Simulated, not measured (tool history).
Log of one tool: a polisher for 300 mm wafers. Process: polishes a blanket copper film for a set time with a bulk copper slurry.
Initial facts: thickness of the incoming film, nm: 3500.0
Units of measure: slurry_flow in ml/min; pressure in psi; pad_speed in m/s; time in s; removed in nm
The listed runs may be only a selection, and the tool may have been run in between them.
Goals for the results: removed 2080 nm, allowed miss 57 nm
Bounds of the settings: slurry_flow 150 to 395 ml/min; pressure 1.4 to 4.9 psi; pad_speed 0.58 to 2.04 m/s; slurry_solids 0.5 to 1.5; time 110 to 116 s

run	hour	slurry_flow	pressure	pad_speed	slurry_solids	time	removed
1	0	250	3.1	1.3	1	110	1649.6
2	8.6	250	2.6	1.3	1	110	1414.4
3	10.7	310	2.6	1.3	1	110	1456.9
4	12.4	315	2.9	1.3	1	110	1608.1
5	14.9	315	2.9	1.16	1	110	1468.2
6	22.8	315	2.9	1.16	1	110	1465.4
7	25.1	320	3.1	1.16	1	110	1529
8	31.9	320	3.3	1.16	1	110	1619.5
9	33	330	4.2	1.18	1	110	2024

Exercise: of the 5 proposed moves below, exactly one satisfies all targets within the stated allowed misses. Which move is it?
A	34.1	330	3.5	1.36	1.05	116	?
B	34.1	360	3.8	1.22	1.05	113	?
C	34.1	280	4.2	1.08	0.9	115	?
D	34.1	290	3.8	1.28	1.05	110	?
E	34.1	335	4.2	1.14	1.05	110	?

move	removed
A	2051.5
B	1979.8
C	1905.1
D	1969.1
E	1983.6
A: meets every target
B: misses by more than the last run did
C: misses by more than the last run did
D: misses by more than the last run did
E: misses by more than the last run did
A meets every target.

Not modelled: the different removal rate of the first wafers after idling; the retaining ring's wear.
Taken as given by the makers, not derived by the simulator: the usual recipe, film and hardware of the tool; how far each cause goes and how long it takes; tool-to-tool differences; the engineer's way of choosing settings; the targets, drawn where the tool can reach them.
